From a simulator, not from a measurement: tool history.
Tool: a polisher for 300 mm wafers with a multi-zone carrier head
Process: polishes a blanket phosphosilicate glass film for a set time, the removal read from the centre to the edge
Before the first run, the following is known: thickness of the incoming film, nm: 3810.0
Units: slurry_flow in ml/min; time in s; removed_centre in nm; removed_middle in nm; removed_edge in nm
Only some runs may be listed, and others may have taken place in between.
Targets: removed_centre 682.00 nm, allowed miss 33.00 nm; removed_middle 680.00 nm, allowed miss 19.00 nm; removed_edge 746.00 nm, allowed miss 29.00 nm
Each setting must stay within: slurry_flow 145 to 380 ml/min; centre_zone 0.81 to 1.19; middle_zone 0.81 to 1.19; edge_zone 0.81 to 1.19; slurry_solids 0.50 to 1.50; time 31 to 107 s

Run 1, hour 0.0: slurry_flow 245 ml/min, centre_zone 1.00, middle_zone 1.00, edge_zone 1.00, slurry_solids 1.00, time 69 s. Result: removed_centre 437.72 nm, removed_middle 446.53 nm, removed_edge 461.88 nm.
Run 2, hour 8.9: slurry_flow 245 ml/min, centre_zone 1.00, middle_zone 1.00, edge_zone 1.00, slurry_solids 1.00, time 56 s. Result: removed_centre 359.17 nm, removed_middle 361.18 nm, removed_edge 375.09 nm.
Run 3, hour 16.9: slurry_flow 250 ml/min, centre_zone 1.01, middle_zone 1.01, edge_zone 1.05, slurry_solids 1.15, time 64 s. Result: removed_centre 415.33 nm, removed_middle 435.93 nm, removed_edge 453.66 nm.
Run 4, hour 20.5: slurry_flow 250 ml/min, centre_zone 1.03, middle_zone 0.99, edge_zone 1.07, slurry_solids 1.25, time 71 s. Result: removed_centre 506.47 nm, removed_middle 480.15 nm, removed_edge 525.21 nm.
Run 5, hour 28.4: slurry_flow 250 ml/min, centre_zone 1.03, middle_zone 0.99, edge_zone 1.07, slurry_solids 1.25, time 54 s. Result: removed_centre 376.46 nm, removed_middle 372.75 nm, removed_edge 410.38 nm.
Run 6, hour 36.0: slurry_flow 250 ml/min, centre_zone 1.03, middle_zone 0.99, edge_zone 1.07, slurry_solids 1.25, time 64 s. Result: removed_centre 447.19 nm, removed_middle 444.63 nm, removed_edge 470.73 nm.
Run 7, hour 43.4: slurry_flow 250 ml/min, centre_zone 1.02, middle_zone 0.98, edge_zone 1.10, slurry_solids 1.35, time 71 s. Result: removed_centre 501.71 nm, removed_middle 496.64 nm, removed_edge 546.17 nm.
Run 8, hour 45.4: slurry_flow 250 ml/min, centre_zone 1.02, middle_zone 0.99, edge_zone 1.12, slurry_solids 1.40, time 76 s. Result: removed_centre 542.84 nm, removed_middle 546.11 nm, removed_edge 605.73 nm.

Which of these 4 next moves meets every target?
Run A, hour 47.4: slurry_flow 295 ml/min, centre_zone 0.99, middle_zone 0.98, edge_zone 1.08, slurry_solids 1.50, time 93 s. Result: removed_centre ?, removed_middle ?, removed_edge ?.
Run B, hour 47.4: slurry_flow 225 ml/min, centre_zone 0.91, middle_zone 0.83, edge_zone 1.19, slurry_solids 1.40, time 68 s. Result: removed_centre ?, removed_middle ?, removed_edge ?.
Run C, hour 47.4: slurry_flow 245 ml/min, centre_zone 1.13, middle_zone 0.85, edge_zone 1.15, slurry_solids 1.50, time 76 s. Result: removed_centre ?, removed_middle ?, removed_edge ?.
Run D, hour 47.4: slurry_flow 245 ml/min, centre_zone 1.11, middle_zone 0.97, edge_zone 1.07, slurry_solids 1.45, time 89 s. Result: removed_centre ?, removed_middle ?, removed_edge ?.

move  removed_centre  removed_middle  removed_edge
   A          676.86          678.01        755.21
   B          432.01          412.22        558.53
   C          619.08          483.20        629.83
   D          705.61          625.37        702.88
A: all results in spec
B: moves away from the targets compared with the last run
C: moves away from the targets compared with the last run
D: closer than the last run, but not yet in spec
The right move is A.
